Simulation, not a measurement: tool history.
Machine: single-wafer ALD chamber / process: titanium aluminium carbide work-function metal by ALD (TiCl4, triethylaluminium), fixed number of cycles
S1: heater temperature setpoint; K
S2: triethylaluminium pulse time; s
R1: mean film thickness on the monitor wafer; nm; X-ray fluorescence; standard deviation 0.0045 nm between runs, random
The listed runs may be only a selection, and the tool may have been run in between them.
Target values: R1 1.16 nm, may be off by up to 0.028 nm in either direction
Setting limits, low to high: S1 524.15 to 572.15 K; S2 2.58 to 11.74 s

| run | day | S1 | S2 | R1 |
|---|---|---|---|---|
| 1 | 0 | 548.15 | 7.16 | 1.8078 |
| 2 | 0.317 | 544.15 | 6.46 | 1.7212 |
| 3 | 0.567 | 541.15 | 5.87 | 1.6184 |
| 4 | 0.842 | 536.15 | 5.87 | 1.5677 |
| 5 | 1.204 | 534.15 | 5.37 | 1.4865 |
| 6 | 1.396 | 532.15 | 4.95 | 1.3942 |
| 7 | 1.675 | 531.15 | 4.69 | 1.3308 |
| 8 | 1.738 | 530.15 | 4.54 | 1.2985 |
| 9 | 2.067 | 529.15 | 4.43 | 1.2658 |
| 10 | 2.221 | 529.15 | 4.43 | 1.2627 |
| 11 | 2.354 | 528.15 | 4.36 | 1.243 |
| 12 | 2.667 | 527.15 | 4.31 | 1.2088 |
| 13 | 2.954 | 524.15 | 3.57 | 1.006 |
| 14 | 2.996 | 526.15 | 3.58 | 1.0051 |
| 15 | 3.283 | 526.15 | 3.68 | 1.0471 |
| 16 | 3.454 | 528.15 | 3.71 | 1.0653 |
| 17 | 3.733 | 528.15 | 3.78 | 1.0843 |
| 18 | 3.946 | 528.15 | 3.83 | 1.0955 |
| 19 | 4.142 | 537.15 | 4.56 | 1.3569 |
| 20 | 4.262 | 537.15 | 4.56 | 1.359 |
| 21 | 4.425 | 535.15 | 4.52 | 1.3309 |
| 22 | 4.454 | 533.15 | 4.49 | 1.3098 |
| 23 | 4.704 | 532.15 | 4.46 | 1.2927 |

5 candidate next runs follow, results not yet known. Just one meets every target within its allowed miss. Identify it.
| A | 4.954 | 524.15 | 4.36 | ? |
| B | 4.954 | 529.15 | 4.39 | ? |
| C | 4.954 | 525.15 | 4.14 | ? |
| D | 4.954 | 535.15 | 4.16 | ? |
| E | 4.954 | 529.15 | 4.24 | ? |

| move | R1 |
|---|---|
| A | 1.224 |
| B | 1.2526 |
| C | 1.1695 |
| D | 1.2374 |
| E | 1.2158 |
A: closes in on the targets versus the last run, not all within tolerance yet
B: closes in on the targets versus the last run, not all within tolerance yet
C: every result within its allowed miss
D: closes in on the targets versus the last run, not all within tolerance yet
E: closes in on the targets versus the last run, not all within tolerance yet
Go with C: it meets all targets.
